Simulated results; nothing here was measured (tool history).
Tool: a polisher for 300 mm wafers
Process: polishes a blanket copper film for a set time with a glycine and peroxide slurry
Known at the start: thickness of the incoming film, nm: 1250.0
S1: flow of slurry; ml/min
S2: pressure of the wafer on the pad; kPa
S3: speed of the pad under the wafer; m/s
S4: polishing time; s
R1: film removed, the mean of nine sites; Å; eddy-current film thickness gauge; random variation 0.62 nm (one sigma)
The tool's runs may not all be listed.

| run | day | S1 | S2 | S3 | S4 | R1 |
|---|---|---|---|---|---|---|
| 1 | 0.000 | 125 | 13.8 | 1.18 | 21 | 1116.50 |
| 2 | 0.029 | 125 | 13.8 | 1.18 | 19 | 1020.90 |
| 3 | 0.096 | 105 | 13.8 | 1.18 | 19 | 984.25 |
| 4 | 0.404 | 105 | 10.3 | 1.18 | 19 | 794.95 |
| 5 | 0.525 | 105 | 10.3 | 1.08 | 19 | 730.12 |
| 6 | 0.658 | 110 | 10.3 | 1.08 | 19 | 749.38 |
| 7 | 0.775 | 115 | 10.3 | 1.08 | 19 | 746.50 |
| 8 | 0.925 | 120 | 10.3 | 1.08 | 19 | 752.10 |
| 9 | 1.012 | 125 | 10.3 | 1.08 | 19 | 758.53 |

Run 10 comes next. What will it give?
| 10 | 1.275 | 130 | 10.3 | 1.08 | 19 | ? |

R1: 767.55 Å
